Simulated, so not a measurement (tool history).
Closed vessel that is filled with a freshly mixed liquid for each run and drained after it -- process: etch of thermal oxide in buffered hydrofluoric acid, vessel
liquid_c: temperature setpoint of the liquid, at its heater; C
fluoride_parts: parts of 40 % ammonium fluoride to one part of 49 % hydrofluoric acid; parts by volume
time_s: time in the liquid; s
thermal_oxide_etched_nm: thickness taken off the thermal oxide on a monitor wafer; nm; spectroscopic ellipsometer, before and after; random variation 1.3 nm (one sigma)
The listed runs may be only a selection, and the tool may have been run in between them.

run 1 hour=0 | liquid_c=20 fluoride_parts=20.5 time_s=185 | thermal_oxide_etched_nm=83.638
run 2 hour=4.9 | liquid_c=20 fluoride_parts=25 time_s=185 | thermal_oxide_etched_nm=73.584
run 3 hour=13.7 | liquid_c=22.5 fluoride_parts=25 time_s=185 | thermal_oxide_etched_nm=83.703
run 4 hour=16.5 | liquid_c=24 fluoride_parts=23 time_s=185 | thermal_oxide_etched_nm=96.111
run 5 hour=22.6 | liquid_c=27 fluoride_parts=23 time_s=185 | thermal_oxide_etched_nm=113.67
run 6 hour=25.8 | liquid_c=27 fluoride_parts=23 time_s=200 | thermal_oxide_etched_nm=122.27

Run 7 is up next; what results do you expect?
run 7 hour=31.7 | liquid_c=27.5 fluoride_parts=22.5 time_s=200 | thermal_oxide_etched_nm=?

For run 7 the tool returned thermal_oxide_etched_nm 127.79 nm.

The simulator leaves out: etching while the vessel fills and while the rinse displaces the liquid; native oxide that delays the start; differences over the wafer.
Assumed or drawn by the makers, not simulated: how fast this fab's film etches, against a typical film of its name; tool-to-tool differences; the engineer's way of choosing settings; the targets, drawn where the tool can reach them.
